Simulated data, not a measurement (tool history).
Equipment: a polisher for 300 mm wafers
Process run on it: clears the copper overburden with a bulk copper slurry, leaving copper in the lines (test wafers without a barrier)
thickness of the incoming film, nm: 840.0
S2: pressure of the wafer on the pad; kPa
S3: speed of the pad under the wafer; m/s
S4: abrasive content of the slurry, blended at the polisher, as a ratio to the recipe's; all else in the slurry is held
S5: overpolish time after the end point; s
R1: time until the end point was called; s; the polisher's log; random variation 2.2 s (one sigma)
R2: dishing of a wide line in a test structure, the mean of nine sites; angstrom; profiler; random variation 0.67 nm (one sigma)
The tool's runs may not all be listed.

run 1 hour=0.0 | flow_of_slurry_(ml/min)=250 S2=13.1 S3=1.14 S4=1.0 S5=29 | R1=124.38 R2=890.16
run 2 hour=8.2 | flow_of_slurry_(ml/min)=255 S2=11.7 S3=1.24 S4=1.0 S5=24 | R1=123.46 R2=782.66
run 3 hour=16.4 | flow_of_slurry_(ml/min)=255 S2=11.7 S3=1.24 S4=1.0 S5=32 | R1=126.57 R2=915.09
run 4 hour=20.6 | flow_of_slurry_(ml/min)=260 S2=10.3 S3=1.30 S4=1.0 S5=27 | R1=133.15 R2=779.88
run 5 hour=29.0 | flow_of_slurry_(ml/min)=260 S2=10.3 S3=1.30 S4=1.0 S5=17 | R1=135.27 R2=585.32
run 6 hour=37.2 | flow_of_slurry_(ml/min)=300 S2=10.3 S3=1.30 S4=1.0 S5=17 | R1=131.14 R2=582.39
run 7 hour=45.9 | flow_of_slurry_(ml/min)=315 S2=10.3 S3=1.32 S4=1.0 S5=15 | R1=129.13 R2=554.64
run 8 hour=47.5 | flow_of_slurry_(ml/min)=330 S2=10.3 S3=1.34 S4=1.0 S5=14 | R1=127.33 R2=535.29
run 9 hour=51.3 | flow_of_slurry_(ml/min)=340 S2=10.3 S3=1.36 S4=1.0 S5=13 | R1=122.22 R2=520.21
run 10 hour=58.0 | flow_of_slurry_(ml/min)=345 S2=10.3 S3=1.36 S4=1.0 S5=12 | R1=124.44 R2=476.22

Estimate the outcome of run 11 from the log above:
run 11 hour=63.0 | flow_of_slurry_(ml/min)=350 S2=9.0 S3=1.36 S4=1.0 S5=10 | R1=? R2=?

{"run 11": {"R1": 141.39, "R2": 362.11}}
